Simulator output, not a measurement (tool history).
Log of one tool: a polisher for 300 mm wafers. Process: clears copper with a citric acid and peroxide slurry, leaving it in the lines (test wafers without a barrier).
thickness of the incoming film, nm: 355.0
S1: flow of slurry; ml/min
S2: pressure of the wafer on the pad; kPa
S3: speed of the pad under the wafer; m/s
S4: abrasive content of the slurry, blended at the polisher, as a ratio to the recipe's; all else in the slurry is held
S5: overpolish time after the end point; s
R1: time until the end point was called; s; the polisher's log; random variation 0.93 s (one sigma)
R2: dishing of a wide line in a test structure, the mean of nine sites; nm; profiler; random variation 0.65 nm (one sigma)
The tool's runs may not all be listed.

run,day,S1,S2,S3,S4,S5,R1,R2
1,0,280,26.2,0.88,1,12,138.55,22.074
2,0.096,210,26.2,0.88,1,12,139.73,20.852
3,0.404,210,23.4,0.88,1,12,155.33,18.69
4,0.638,210,23.4,0.88,1,8,159.21,13.311
5,0.892,210,23.4,0.88,1,11,155.57,17.773
6,1.029,210,23.4,1.06,1,11,134.43,20.737
7,1.2,210,23.4,1.06,1,11,132.03,21.137
8,1.421,215,26.2,1.08,1,12,118.7,25.393
9,1.617,215,26.2,1.08,1,12,116.83,25.258
10,1.9,210,33.1,1.1,1,18,91.185,45.119
11,2.004,225,33.8,1.1,1,18,90.285,45.517
12,2.292,225,33.8,1.1,1,18,86.914,45.715
13,2.621,235,34.5,1.1,1,18,86.491,47.216
14,2.662,240,35.2,1.1,1,18,86.201,48.527

Forecast run 15:
15,2.712,250,35.9,1.1,1,18,?,?

{"run 15": {"R1": 84.319, "R2": 48.749}}
